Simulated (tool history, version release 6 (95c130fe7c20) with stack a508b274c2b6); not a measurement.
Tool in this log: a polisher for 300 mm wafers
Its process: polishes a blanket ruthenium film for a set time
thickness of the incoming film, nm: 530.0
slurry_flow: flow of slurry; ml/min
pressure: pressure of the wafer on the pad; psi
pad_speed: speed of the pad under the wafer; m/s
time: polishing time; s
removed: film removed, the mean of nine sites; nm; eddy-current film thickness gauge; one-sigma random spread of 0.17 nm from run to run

run  hour  slurry_flow  pressure  pad_speed  time  removed
  1   0.0          130       2.1       0.92    21   21.225
  2   5.0          130       2.1       0.92    19   19.325
  3  13.5          130       1.8       0.90    19   16.466
  4  20.9          130       1.8       0.90    19   16.106
  5  24.9          145       1.8       0.90    19   16.482
  6  33.3          145       1.6       0.90    19   15.275
  7  34.5          140       1.5       0.90    19   14.442
  8  39.4          140       1.4       0.90    19   13.333

What will run 9 give?
  9  44.2          135       1.4       0.90    19        ?

removed: 13.304 nm
